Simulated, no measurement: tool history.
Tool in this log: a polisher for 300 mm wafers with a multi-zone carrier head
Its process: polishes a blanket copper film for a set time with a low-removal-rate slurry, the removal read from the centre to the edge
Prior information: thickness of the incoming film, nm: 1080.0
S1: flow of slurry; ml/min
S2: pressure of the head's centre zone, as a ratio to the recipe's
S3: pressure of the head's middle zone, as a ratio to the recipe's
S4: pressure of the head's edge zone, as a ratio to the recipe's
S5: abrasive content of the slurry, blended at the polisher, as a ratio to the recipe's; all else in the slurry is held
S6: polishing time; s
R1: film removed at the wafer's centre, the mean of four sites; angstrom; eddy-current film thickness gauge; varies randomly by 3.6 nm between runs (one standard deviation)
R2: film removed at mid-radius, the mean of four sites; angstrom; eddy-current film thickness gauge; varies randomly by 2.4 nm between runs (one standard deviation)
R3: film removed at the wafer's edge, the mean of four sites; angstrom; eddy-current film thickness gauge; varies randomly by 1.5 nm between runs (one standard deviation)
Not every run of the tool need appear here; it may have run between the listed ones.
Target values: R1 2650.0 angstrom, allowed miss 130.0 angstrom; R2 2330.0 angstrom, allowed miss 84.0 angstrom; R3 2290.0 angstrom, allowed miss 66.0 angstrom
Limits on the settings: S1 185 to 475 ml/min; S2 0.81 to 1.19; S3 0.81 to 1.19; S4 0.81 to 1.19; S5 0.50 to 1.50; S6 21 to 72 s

{"run": 1, "day": 0.0, "S1": 305, "S2": 1.0, "S3": 1.0, "S4": 1.0, "S5": 1.0, "S6": 46, "R1": 2061.4, "R2": 2107.5, "R3": 2130.9}
{"run": 2, "day": 0.204, "S1": 310, "S2": 1.04, "S3": 1.01, "S4": 1.01, "S5": 1.05, "S6": 46, "R1": 2158.9, "R2": 2151.4, "R3": 2155.4}
{"run": 3, "day": 0.554, "S1": 315, "S2": 1.07, "S3": 1.01, "S4": 1.01, "S5": 1.1, "S6": 46, "R1": 2184.7, "R2": 2179.2, "R3": 2165.3}
{"run": 4, "day": 0.858, "S1": 320, "S2": 1.1, "S3": 0.99, "S4": 0.99, "S5": 1.15, "S6": 47, "R1": 2425.7, "R2": 2214.0, "R3": 2217.7}
{"run": 5, "day": 1.229, "S1": 325, "S2": 1.11, "S3": 0.99, "S4": 0.99, "S5": 1.15, "S6": 47, "R1": 2365.5, "R2": 2210.4, "R3": 2231.1}
{"run": 6, "day": 1.533, "S1": 325, "S2": 1.11, "S3": 0.99, "S4": 0.99, "S5": 1.15, "S6": 57, "R1": 2834.0, "R2": 2714.3, "R3": 2711.2}
{"run": 7, "day": 1.588, "S1": 325, "S2": 1.11, "S3": 0.98, "S4": 0.96, "S5": 1.05, "S6": 57, "R1": 2842.6, "R2": 2585.4, "R3": 2586.4}
{"run": 8, "day": 1.742, "S1": 325, "S2": 1.11, "S3": 0.98, "S4": 0.96, "S5": 1.05, "S6": 57, "R1": 2836.7, "R2": 2585.7, "R3": 2633.9}
{"run": 9, "day": 1.9, "S1": 325, "S2": 1.11, "S3": 0.98, "S4": 0.96, "S5": 1.05, "S6": 57, "R1": 2883.5, "R2": 2586.2, "R3": 2603.9}
{"run": 10, "day": 2.212, "S1": 325, "S2": 1.09, "S3": 0.98, "S4": 0.94, "S5": 1.0, "S6": 57, "R1": 2664.4, "R2": 2523.4, "R3": 2543.2}
{"run": 11, "day": 2.354, "S1": 325, "S2": 1.11, "S3": 0.98, "S4": 0.91, "S5": 1.0, "S6": 57, "R1": 2827.0, "R2": 2530.9, "R3": 2486.3}
{"run": 12, "day": 2.612, "S1": 325, "S2": 1.1, "S3": 0.97, "S4": 0.89, "S5": 1.0, "S6": 57, "R1": 2776.0, "R2": 2545.5, "R3": 2477.5}
{"run": 13, "day": 2.896, "S1": 325, "S2": 1.1, "S3": 0.96, "S4": 0.88, "S5": 0.95, "S6": 57, "R1": 2730.0, "R2": 2440.4, "R3": 2417.7}
{"run": 14, "day": 3.175, "S1": 325, "S2": 1.1, "S3": 0.96, "S4": 0.87, "S5": 0.95, "S6": 57, "R1": 2705.7, "R2": 2487.1, "R3": 2447.3}

4 candidate next runs follow, results not yet known. Just one meets every target within its allowed miss. Identify it.
{"run": "A", "day": 3.454, "S1": 330, "S2": 1.09, "S3": 0.84, "S4": 0.91, "S5": 1.0, "S6": 60, "R1": "?", "R2": "?", "R3": "?"}
{"run": "B", "day": 3.454, "S1": 280, "S2": 1.11, "S3": 1.0, "S4": 0.81, "S5": 1.3, "S6": 56, "R1": "?", "R2": "?", "R3": "?"}
{"run": "C", "day": 3.454, "S1": 305, "S2": 1.06, "S3": 0.91, "S4": 0.96, "S5": 1.05, "S6": 56, "R1": "?", "R2": "?", "R3": "?"}
{"run": "D", "day": 3.454, "S1": 315, "S2": 1.14, "S3": 0.97, "S4": 0.9, "S5": 0.8, "S6": 56, "R1": "?", "R2": "?", "R3": "?"}

move=A R1=2877.7 R2=2412.2 R3=2619.3
move=B R1=2897.7 R2=2765.1 R3=2468.2
move=C R1=2639.7 R2=2423.0 R3=2526.7
move=D R1=2602.0 R2=2361.1 R3=2262.3
A: further off than the last run
B: further off than the last run
C: further off than the last run
D: every result within its allowed miss
The move that meets every target is D.
